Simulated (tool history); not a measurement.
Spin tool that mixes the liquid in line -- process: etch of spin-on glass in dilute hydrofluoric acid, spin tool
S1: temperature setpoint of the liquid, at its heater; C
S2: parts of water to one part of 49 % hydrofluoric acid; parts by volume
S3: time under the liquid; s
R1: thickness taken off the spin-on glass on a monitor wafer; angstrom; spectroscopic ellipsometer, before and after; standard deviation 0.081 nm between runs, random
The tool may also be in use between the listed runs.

Run 1, hour 0.0: S1 21.0 C, S2 270 parts by volume, S3 270 s. Result: R1 260.87 angstrom.
Run 2, hour 5.4: S1 20.5 C, S2 275 parts by volume, S3 270 s. Result: R1 248.65 angstrom.
Run 3, hour 6.6: S1 18.5 C, S2 275 parts by volume, S3 270 s. Result: R1 231.36 angstrom.
Run 4, hour 14.1: S1 17.0 C, S2 275 parts by volume, S3 270 s. Result: R1 218.47 angstrom.
Run 5, hour 18.2: S1 17.0 C, S2 275 parts by volume, S3 290 s. Result: R1 236.58 angstrom.
Run 6, hour 26.5: S1 17.0 C, S2 280 parts by volume, S3 290 s. Result: R1 231.41 angstrom.
Run 7, hour 34.9: S1 17.0 C, S2 285 parts by volume, S3 290 s. Result: R1 223.43 angstrom.
Run 8, hour 41.7: S1 17.0 C, S2 290 parts by volume, S3 290 s. Result: R1 219.26 angstrom.

Predict the results of run 9:
Run 9, hour 46.7: S1 17.0 C, S2 295 parts by volume, S3 290 s. Result: R1 ?.

Run 9 measured R1 216.48 angstrom.
